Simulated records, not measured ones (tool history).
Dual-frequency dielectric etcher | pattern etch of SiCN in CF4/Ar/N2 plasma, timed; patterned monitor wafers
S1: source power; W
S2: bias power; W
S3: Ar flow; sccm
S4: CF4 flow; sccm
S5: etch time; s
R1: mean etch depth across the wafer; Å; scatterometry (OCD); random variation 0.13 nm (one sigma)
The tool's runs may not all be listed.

run,hour,S1,S2,S3,S4,S5,R1
1,0.0,440,92,101,76,37,331.86
2,2.5,390,92,101,76,37,290.29
3,6.8,390,99,101,76,37,299.11
4,15.2,390,99,101,76,34,276.25
5,19.6,350,94,104,74,34,235.37
6,26.4,350,80,104,74,34,223.17

The next listed run, before its measurement:
7,34.1,350,80,104,74,34,?

Run 7 gave R1 221.62 Å.
